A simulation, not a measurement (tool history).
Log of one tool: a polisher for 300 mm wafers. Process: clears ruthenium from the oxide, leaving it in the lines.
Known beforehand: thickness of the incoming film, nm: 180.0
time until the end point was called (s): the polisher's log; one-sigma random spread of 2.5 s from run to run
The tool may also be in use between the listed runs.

run,hour,flow of slurry (ml/min),pressure of the wafer on the pad (kPa),speed of the pad under the wafer (cm/s),overpolish time after the end point (s),time until the end point was called (s)
1,0.0,240,19.3,116,17,106.980
2,5.4,200,19.3,116,17,105.640
3,12.1,200,17.2,114,17,118.560
4,20.0,200,17.2,136,17,98.305
5,29.0,200,17.2,136,17,101.930
6,30.2,200,21.4,136,17,85.001

Forecast run 7:
7,31.1,200,17.9,128,17,?

Logged for run 7: time until the end point was called (s) 100.390.
